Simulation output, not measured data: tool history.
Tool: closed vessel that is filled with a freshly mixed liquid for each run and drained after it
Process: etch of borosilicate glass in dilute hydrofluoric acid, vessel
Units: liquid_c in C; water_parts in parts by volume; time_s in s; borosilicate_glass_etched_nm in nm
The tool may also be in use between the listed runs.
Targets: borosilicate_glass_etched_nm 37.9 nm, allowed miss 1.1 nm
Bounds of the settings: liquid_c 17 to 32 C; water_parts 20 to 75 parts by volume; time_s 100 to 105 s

run,day,liquid_c,water_parts,time_s,borosilicate_glass_etched_nm
1,0,24,45,100,55.369
2,0.083,20.5,45,100,48.287
3,0.371,19.5,45,100,45.842
4,0.475,21.5,45,100,50.726
5,0.629,20.5,45,100,47.784
6,0.958,20.5,45,105,50.758
7,1.25,19.5,45,105,48.367
8,1.412,19,45,105,47.345
9,1.488,18.5,45,105,45.986
10,1.804,18.5,45,105,46.099
11,2.125,18,45,105,45.118
12,2.446,17.5,45,105,43.979

5 next moves are on the table. One of them brings every result within its allowed miss. Which?
A,2.767,17,45,100,?
B,2.767,17.5,50,100,?
C,2.767,18,40,105,?
D,2.767,19,50,100,?
E,2.767,20,40,105,?

move,borosilicate_glass_etched_nm
A,41.034
B,37.531
C,50.916
D,40.035
E,55.5
A: nearer than the last run, and not there yet
B: meets every target
C: further off than the last run
D: nearer than the last run, and not there yet
E: further off than the last run
Answer: B
